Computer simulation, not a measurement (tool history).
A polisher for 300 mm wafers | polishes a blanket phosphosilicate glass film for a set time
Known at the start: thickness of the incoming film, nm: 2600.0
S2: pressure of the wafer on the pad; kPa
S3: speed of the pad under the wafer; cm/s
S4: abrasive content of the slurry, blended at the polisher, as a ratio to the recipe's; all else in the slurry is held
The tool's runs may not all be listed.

run 1 hour=0 | flow_of_slurry_(ml/min)=145 S2=20 S3=82 S4=1 polishing_time_(s)=53 | film_removed_(nm)=363.31
run 2 hour=3.2 | flow_of_slurry_(ml/min)=140 S2=17.2 S3=82 S4=1 polishing_time_(s)=53 | film_removed_(nm)=311.4
run 3 hour=10 | flow_of_slurry_(ml/min)=135 S2=15.2 S3=82 S4=1 polishing_time_(s)=53 | film_removed_(nm)=271.93
run 4 hour=14.9 | flow_of_slurry_(ml/min)=135 S2=15.2 S3=90 S4=1 polishing_time_(s)=53 | film_removed_(nm)=294.03
run 5 hour=16.2 | flow_of_slurry_(ml/min)=170 S2=15.2 S3=90 S4=1 polishing_time_(s)=53 | film_removed_(nm)=305.54
run 6 hour=19.6 | flow_of_slurry_(ml/min)=165 S2=13.8 S3=88 S4=1 polishing_time_(s)=53 | film_removed_(nm)=274.24
run 7 hour=23.9 | flow_of_slurry_(ml/min)=160 S2=12.4 S3=88 S4=1 polishing_time_(s)=53 | film_removed_(nm)=250.18
run 8 hour=25 | flow_of_slurry_(ml/min)=155 S2=11.7 S3=88 S4=1 polishing_time_(s)=53 | film_removed_(nm)=236.91
run 9 hour=27.4 | flow_of_slurry_(ml/min)=150 S2=11 S3=88 S4=1 polishing_time_(s)=53 | film_removed_(nm)=219.24
run 10 hour=36 | flow_of_slurry_(ml/min)=140 S2=11 S3=88 S4=1 polishing_time_(s)=53 | film_removed_(nm)=218.98
run 11 hour=44.1 | flow_of_slurry_(ml/min)=130 S2=11 S3=88 S4=1 polishing_time_(s)=53 | film_removed_(nm)=211.77
run 12 hour=51.5 | flow_of_slurry_(ml/min)=125 S2=11 S3=88 S4=1 polishing_time_(s)=53 | film_removed_(nm)=214.84

The next listed run, before its measurement:
run 13 hour=53.3 | flow_of_slurry_(ml/min)=120 S2=11 S3=88 S4=1 polishing_time_(s)=53 | film_removed_(nm)=?

{"run 13": {"film removed (nm)": 211.86}}
